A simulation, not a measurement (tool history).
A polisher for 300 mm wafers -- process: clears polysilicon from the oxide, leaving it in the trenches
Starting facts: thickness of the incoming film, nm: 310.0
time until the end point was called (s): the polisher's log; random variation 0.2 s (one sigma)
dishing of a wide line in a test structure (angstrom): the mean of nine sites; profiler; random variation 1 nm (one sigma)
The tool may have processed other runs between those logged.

run	hour	flow of slurry (ml/min)	pressure of the wafer on the pad (kPa)	speed of the pad under the wafer (cm/s)	overpolish time after the end point (s)	time until the end point was called (s)	dishing of a wide line in a test structure (angstrom)
1	0	205	12.4	122	10	21.993	463.85
2	8	205	12.4	122	6	21.896	381.74
3	15.9	165	12.4	122	6	22.342	378.26
4	20	165	13.8	124	7	19.952	407.2
5	24.1	190	13.8	124	7	18.996	407.19
6	25.4	215	13.8	124	7	19.142	402.31
7	32.4	215	14.5	126	8	18.415	450.5
8	34.7	215	15.2	128	8	16.559	461.02
9	42.6	215	15.9	128	8	16.446	459.53

For run 10, what comes out?
10	45.1	215	16.5	130	8	?	?

Run 10 gave time until the end point was called (s) 15.143, dishing of a wide line in a test structure (angstrom) 458.54.
